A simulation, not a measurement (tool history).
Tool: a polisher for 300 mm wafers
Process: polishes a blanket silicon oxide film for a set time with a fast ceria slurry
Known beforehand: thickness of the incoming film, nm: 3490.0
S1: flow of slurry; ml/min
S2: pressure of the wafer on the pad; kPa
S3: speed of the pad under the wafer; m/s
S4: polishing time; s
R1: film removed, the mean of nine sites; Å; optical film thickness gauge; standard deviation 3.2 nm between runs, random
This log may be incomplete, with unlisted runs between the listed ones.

| run | hour | S1 | S2 | S3 | S4 | R1 |
|---|---|---|---|---|---|---|
| 1 | 0.0 | 175 | 18.6 | 1.04 | 41 | 6250.8 |
| 2 | 6.6 | 175 | 18.6 | 0.88 | 41 | 5503.0 |
| 3 | 12.6 | 170 | 17.9 | 0.88 | 41 | 5222.9 |
| 4 | 19.8 | 170 | 17.9 | 0.88 | 41 | 5351.8 |
| 5 | 27.5 | 170 | 17.9 | 0.88 | 41 | 5324.1 |
| 6 | 30.9 | 170 | 17.2 | 0.88 | 41 | 5089.8 |
| 7 | 34.4 | 170 | 16.5 | 0.88 | 41 | 4888.2 |

The next listed run, before its measurement:
| 8 | 35.0 | 170 | 15.9 | 0.88 | 41 | ? |

{"run 8": {"R1": 4597.9}}

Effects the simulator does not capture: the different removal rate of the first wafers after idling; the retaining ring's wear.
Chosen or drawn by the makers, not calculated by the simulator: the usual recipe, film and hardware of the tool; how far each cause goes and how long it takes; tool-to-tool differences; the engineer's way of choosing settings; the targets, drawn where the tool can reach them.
